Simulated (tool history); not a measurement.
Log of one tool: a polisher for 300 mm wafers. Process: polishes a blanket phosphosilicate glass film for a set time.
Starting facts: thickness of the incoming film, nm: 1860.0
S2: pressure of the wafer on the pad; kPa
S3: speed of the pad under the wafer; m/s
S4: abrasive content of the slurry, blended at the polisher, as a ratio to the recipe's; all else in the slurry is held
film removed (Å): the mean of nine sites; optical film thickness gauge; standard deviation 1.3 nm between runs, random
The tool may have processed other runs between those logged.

{"run": 1, "day": 0.0, "flow of slurry (ml/min)": 295, "S2": 14.5, "S3": 0.84, "S4": 1, "polishing time (s)": 58, "film removed (Å)": 2893.5}
{"run": 2, "day": 0.3, "flow of slurry (ml/min)": 295, "S2": 14.5, "S3": 0.84, "S4": 1.2, "polishing time (s)": 58, "film removed (Å)": 3029.3}
{"run": 3, "day": 0.542, "flow of slurry (ml/min)": 290, "S2": 12.4, "S3": 0.72, "S4": 1.2, "polishing time (s)": 58, "film removed (Å)": 2350.7}
{"run": 4, "day": 0.879, "flow of slurry (ml/min)": 290, "S2": 12.4, "S3": 0.72, "S4": 1.05, "polishing time (s)": 58, "film removed (Å)": 2256.8}
{"run": 5, "day": 1.146, "flow of slurry (ml/min)": 290, "S2": 11, "S3": 0.66, "S4": 1.05, "polishing time (s)": 58, "film removed (Å)": 1920.1}
{"run": 6, "day": 1.254, "flow of slurry (ml/min)": 290, "S2": 11, "S3": 0.74, "S4": 1.05, "polishing time (s)": 58, "film removed (Å)": 2082.7}
{"run": 7, "day": 1.529, "flow of slurry (ml/min)": 290, "S2": 9.7, "S3": 0.68, "S4": 1.05, "polishing time (s)": 58, "film removed (Å)": 1756.1}
{"run": 8, "day": 1.704, "flow of slurry (ml/min)": 290, "S2": 9, "S3": 0.64, "S4": 1.05, "polishing time (s)": 58, "film removed (Å)": 1566.2}
{"run": 9, "day": 2.025, "flow of slurry (ml/min)": 290, "S2": 8.3, "S3": 0.62, "S4": 1.05, "polishing time (s)": 58, "film removed (Å)": 1432.5}
{"run": 10, "day": 2.3, "flow of slurry (ml/min)": 290, "S2": 8.3, "S3": 0.62, "S4": 1.05, "polishing time (s)": 58, "film removed (Å)": 1451.6}

The next listed run, before its measurement:
{"run": 11, "day": 2.554, "flow of slurry (ml/min)": 290, "S2": 7.6, "S3": 0.6, "S4": 1.05, "polishing time (s)": 58, "film removed (Å)": "?"}

Run 11 measured film removed (Å) 1313.1.
